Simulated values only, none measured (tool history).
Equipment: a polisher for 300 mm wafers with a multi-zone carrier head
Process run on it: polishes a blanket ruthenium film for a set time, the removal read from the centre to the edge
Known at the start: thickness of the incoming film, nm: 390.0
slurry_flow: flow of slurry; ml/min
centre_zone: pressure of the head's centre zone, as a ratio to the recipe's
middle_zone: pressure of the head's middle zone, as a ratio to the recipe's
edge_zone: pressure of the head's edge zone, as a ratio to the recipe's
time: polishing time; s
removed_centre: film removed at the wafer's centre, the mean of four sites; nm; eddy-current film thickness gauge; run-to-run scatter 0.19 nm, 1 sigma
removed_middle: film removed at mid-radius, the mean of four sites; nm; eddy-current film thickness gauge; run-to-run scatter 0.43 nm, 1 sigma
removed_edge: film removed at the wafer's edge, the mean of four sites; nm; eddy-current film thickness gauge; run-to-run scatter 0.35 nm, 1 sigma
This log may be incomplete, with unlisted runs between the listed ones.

run 1 day=0 | slurry_flow=220 centre_zone=1 middle_zone=1 edge_zone=1 time=43 | removed_centre=36.302 removed_middle=35.666 removed_edge=34.936
run 2 day=0.217 | slurry_flow=215 centre_zone=0.97 middle_zone=1 edge_zone=0.98 time=42 | removed_centre=34.684 removed_middle=34.035 removed_edge=33.377
run 3 day=0.442 | slurry_flow=215 centre_zone=0.97 middle_zone=1.06 edge_zone=0.98 time=42 | removed_centre=34.585 removed_middle=35.565 removed_edge=33.741
run 4 day=0.642 | slurry_flow=260 centre_zone=0.97 middle_zone=1.06 edge_zone=0.98 time=42 | removed_centre=35.461 removed_middle=37.412 removed_edge=34.56
run 5 day=1.008 | slurry_flow=260 centre_zone=0.97 middle_zone=1.06 edge_zone=1.05 time=42 | removed_centre=35.289 removed_middle=36.493 removed_edge=34.826
run 6 day=1.283 | slurry_flow=255 centre_zone=0.95 middle_zone=1.07 edge_zone=1.03 time=40 | removed_centre=33.4 removed_middle=35.654 removed_edge=33.295
run 7 day=1.362 | slurry_flow=250 centre_zone=0.93 middle_zone=1.07 edge_zone=1.02 time=38 | removed_centre=30.505 removed_middle=32.178 removed_edge=31.012

Run 8, settings as shown, results not yet in. Your forecast:
run 8 day=1.675 | slurry_flow=190 centre_zone=0.83 middle_zone=1.17 edge_zone=0.92 time=37 | removed_centre=? removed_middle=? removed_edge=?

removed_centre: 25.569 nm
removed_middle: 33.28 nm
removed_edge: 28.551 nm
